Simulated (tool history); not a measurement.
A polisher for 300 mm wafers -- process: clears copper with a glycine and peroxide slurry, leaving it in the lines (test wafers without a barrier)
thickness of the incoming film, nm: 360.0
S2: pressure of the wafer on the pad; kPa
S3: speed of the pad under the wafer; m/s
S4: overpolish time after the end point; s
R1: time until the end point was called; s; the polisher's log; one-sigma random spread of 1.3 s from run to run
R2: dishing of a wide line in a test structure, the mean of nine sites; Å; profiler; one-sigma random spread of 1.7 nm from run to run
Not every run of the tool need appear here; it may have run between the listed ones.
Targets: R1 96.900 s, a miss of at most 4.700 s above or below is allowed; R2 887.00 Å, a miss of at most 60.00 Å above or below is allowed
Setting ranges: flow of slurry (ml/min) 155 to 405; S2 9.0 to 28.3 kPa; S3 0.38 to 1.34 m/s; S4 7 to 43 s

Run 1, hour 0.0: flow of slurry (ml/min) 260, S2 18.6 kPa, S3 0.86 m/s, S4 22 s. Result: R1 95.664 s, R2 619.21 Å.
Run 2, hour 4.2: flow of slurry (ml/min) 260, S2 18.6 kPa, S3 0.86 m/s, S4 24 s. Result: R1 91.541 s, R2 686.36 Å.
Run 3, hour 6.4: flow of slurry (ml/min) 260, S2 18.6 kPa, S3 0.86 m/s, S4 15 s. Result: R1 93.002 s, R2 450.74 Å.
Run 4, hour 13.2: flow of slurry (ml/min) 260, S2 18.6 kPa, S3 0.86 m/s, S4 18 s. Result: R1 90.352 s, R2 521.06 Å.
Run 5, hour 18.8: flow of slurry (ml/min) 260, S2 22.1 kPa, S3 0.86 m/s, S4 18 s. Result: R1 79.924 s, R2 585.27 Å.
Run 6, hour 25.8: flow of slurry (ml/min) 260, S2 21.4 kPa, S3 0.86 m/s, S4 21 s. Result: R1 83.529 s, R2 636.79 Å.
Run 7, hour 27.1: flow of slurry (ml/min) 260, S2 20.7 kPa, S3 0.86 m/s, S4 23 s. Result: R1 85.748 s, R2 697.14 Å.
Run 8, hour 30.7: flow of slurry (ml/min) 260, S2 20.0 kPa, S3 0.86 m/s, S4 24 s. Result: R1 89.854 s, R2 703.06 Å.
Run 9, hour 32.5: flow of slurry (ml/min) 260, S2 20.0 kPa, S3 0.86 m/s, S4 24 s. Result: R1 85.857 s, R2 670.70 Å.
Run 10, hour 40.3: flow of slurry (ml/min) 260, S2 19.3 kPa, S3 0.86 m/s, S4 26 s. Result: R1 89.590 s, R2 706.26 Å.
Run 11, hour 44.3: flow of slurry (ml/min) 260, S2 19.3 kPa, S3 0.86 m/s, S4 28 s. Result: R1 92.353 s, R2 774.49 Å.

Which single option among these 5 for the next run brings every result within its allowed miss of target? Just one does.
Run A, hour 48.3: flow of slurry (ml/min) 275, S2 17.2 kPa, S3 0.84 m/s, S4 32 s. Result: R1 ?, R2 ?.
Run B, hour 48.3: flow of slurry (ml/min) 245, S2 17.9 kPa, S3 0.80 m/s, S4 27 s. Result: R1 ?, R2 ?.
Run C, hour 48.3: flow of slurry (ml/min) 210, S2 22.1 kPa, S3 0.72 m/s, S4 35 s. Result: R1 ?, R2 ?.
Run D, hour 48.3: flow of slurry (ml/min) 215, S2 17.9 kPa, S3 0.98 m/s, S4 24 s. Result: R1 ?, R2 ?.
Run E, hour 48.3: flow of slurry (ml/min) 260, S2 17.9 kPa, S3 0.76 m/s, S4 25 s. Result: R1 ?, R2 ?.

move       R1      R2
   A   98.704  782.51
   B  100.480  680.30
   C   94.123  881.50
   D   86.601  691.19
   E  103.980  623.79
A: closer than the last run, but not yet in spec
B: lands further from the targets than the last run did
C: meets every target
D: lands further from the targets than the last run did
E: lands further from the targets than the last run did
The right move is C.
